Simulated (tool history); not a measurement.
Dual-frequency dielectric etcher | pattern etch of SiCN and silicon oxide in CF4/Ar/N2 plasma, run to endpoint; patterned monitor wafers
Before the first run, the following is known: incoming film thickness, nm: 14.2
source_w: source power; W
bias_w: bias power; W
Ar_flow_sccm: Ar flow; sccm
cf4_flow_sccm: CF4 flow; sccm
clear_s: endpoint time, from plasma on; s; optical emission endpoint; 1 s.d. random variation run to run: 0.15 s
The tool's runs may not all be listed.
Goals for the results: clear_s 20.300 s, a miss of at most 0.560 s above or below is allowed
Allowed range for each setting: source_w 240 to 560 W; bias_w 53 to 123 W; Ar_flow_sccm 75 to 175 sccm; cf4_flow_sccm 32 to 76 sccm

run	hour	source_w	bias_w	Ar_flow_sccm	cf4_flow_sccm	clear_s
1	0.0	400	88	125	54	16.282
2	3.1	390	88	125	54	16.476
3	7.9	390	88	125	60	16.456
4	11.6	380	88	125	60	16.865
5	16.4	380	88	117	60	16.617
6	24.0	370	88	117	60	17.098
7	26.8	360	88	117	60	17.849
8	30.0	330	87	117	60	19.586

Consider the 5 candidate settings below. Which is the only one whose results all fall within their allowed miss of target?
A	33.2	280	102	101	63	?
B	33.2	320	101	142	52	?
C	33.2	330	90	121	61	?
D	33.2	320	97	109	57	?
E	33.2	310	76	104	49	?

move	clear_s
A	21.266
B	19.870
C	19.102
D	19.051
E	21.433
A: carries the result that was furthest off beyond its target, to the other side
B: each result inside its tolerance
C: its largest miss is bigger than the last run's
D: its largest miss is bigger than the last run's
E: carries the result that was furthest off beyond its target, to the other side
So the answer is move B, the one that meets all the targets.

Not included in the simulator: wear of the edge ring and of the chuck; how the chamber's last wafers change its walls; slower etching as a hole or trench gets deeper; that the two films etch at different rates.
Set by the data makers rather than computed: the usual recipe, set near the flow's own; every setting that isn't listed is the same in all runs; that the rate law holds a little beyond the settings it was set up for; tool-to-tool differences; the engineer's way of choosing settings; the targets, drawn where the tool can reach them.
